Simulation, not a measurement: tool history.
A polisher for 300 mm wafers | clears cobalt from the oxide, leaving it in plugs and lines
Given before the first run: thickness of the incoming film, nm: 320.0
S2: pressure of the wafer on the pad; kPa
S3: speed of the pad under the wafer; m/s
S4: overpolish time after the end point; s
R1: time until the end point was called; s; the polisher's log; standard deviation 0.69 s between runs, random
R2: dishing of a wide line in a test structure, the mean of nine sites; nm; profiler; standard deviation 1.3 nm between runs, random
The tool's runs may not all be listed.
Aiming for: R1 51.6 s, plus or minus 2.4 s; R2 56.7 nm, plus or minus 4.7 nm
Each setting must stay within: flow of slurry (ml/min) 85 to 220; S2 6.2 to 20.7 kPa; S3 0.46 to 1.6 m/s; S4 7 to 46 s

{"run": 1, "hour": 0.0, "flow of slurry (ml/min)": 140, "S2": 13.1, "S3": 1.02, "S4": 24, "R1": 62.609, "R2": 49.327}
{"run": 2, "hour": 1.5, "flow of slurry (ml/min)": 140, "S2": 13.1, "S3": 1.02, "S4": 14, "R1": 61.145, "R2": 40.233}
{"run": 3, "hour": 6.7, "flow of slurry (ml/min)": 140, "S2": 13.1, "S3": 0.9, "S4": 14, "R1": 70.535, "R2": 37.086}
{"run": 4, "hour": 11.0, "flow of slurry (ml/min)": 165, "S2": 13.1, "S3": 0.9, "S4": 14, "R1": 68.081, "R2": 38.585}
{"run": 5, "hour": 15.8, "flow of slurry (ml/min)": 165, "S2": 9.7, "S3": 0.9, "S4": 14, "R1": 91.13, "R2": 32.042}
{"run": 6, "hour": 23.0, "flow of slurry (ml/min)": 165, "S2": 10.3, "S3": 0.9, "S4": 16, "R1": 83.614, "R2": 36.664}
{"run": 7, "hour": 24.0, "flow of slurry (ml/min)": 165, "S2": 11, "S3": 0.9, "S4": 17, "R1": 81.202, "R2": 38.906}
{"run": 8, "hour": 28.7, "flow of slurry (ml/min)": 165, "S2": 11.7, "S3": 0.9, "S4": 18, "R1": 74.847, "R2": 42.204}
{"run": 9, "hour": 34.0, "flow of slurry (ml/min)": 170, "S2": 12.4, "S3": 0.9, "S4": 18, "R1": 71.445, "R2": 42.634}
{"run": 10, "hour": 36.9, "flow of slurry (ml/min)": 170, "S2": 13.1, "S3": 0.9, "S4": 18, "R1": 67.148, "R2": 43.283}
{"run": 11, "hour": 45.7, "flow of slurry (ml/min)": 170, "S2": 13.8, "S3": 0.9, "S4": 19, "R1": 64.4, "R2": 46.604}

Consider the 4 candidate settings below. Which is the only one whose results all fall within their allowed miss of target?
{"run": "A", "hour": 54.5, "flow of slurry (ml/min)": 130, "S2": 12.4, "S3": 1.08, "S4": 13, "R1": "?", "R2": "?"}
{"run": "B", "hour": 54.5, "flow of slurry (ml/min)": 160, "S2": 13.8, "S3": 0.74, "S4": 16, "R1": "?", "R2": "?"}
{"run": "C", "hour": 54.5, "flow of slurry (ml/min)": 170, "S2": 17.9, "S3": 0.86, "S4": 30, "R1": "?", "R2": "?"}
{"run": "D", "hour": 54.5, "flow of slurry (ml/min)": 170, "S2": 14.5, "S3": 0.62, "S4": 19, "R1": "?", "R2": "?"}

move=A R1=61.483 R2=38.381
move=B R1=76.78 R2=38.149
move=C R1=50.927 R2=55.389
move=D R1=85.826 R2=39.5
A: better than the last run, though not everything is in spec
B: further off than the last run
C: every result lands within tolerance
D: further off than the last run
Answer: C

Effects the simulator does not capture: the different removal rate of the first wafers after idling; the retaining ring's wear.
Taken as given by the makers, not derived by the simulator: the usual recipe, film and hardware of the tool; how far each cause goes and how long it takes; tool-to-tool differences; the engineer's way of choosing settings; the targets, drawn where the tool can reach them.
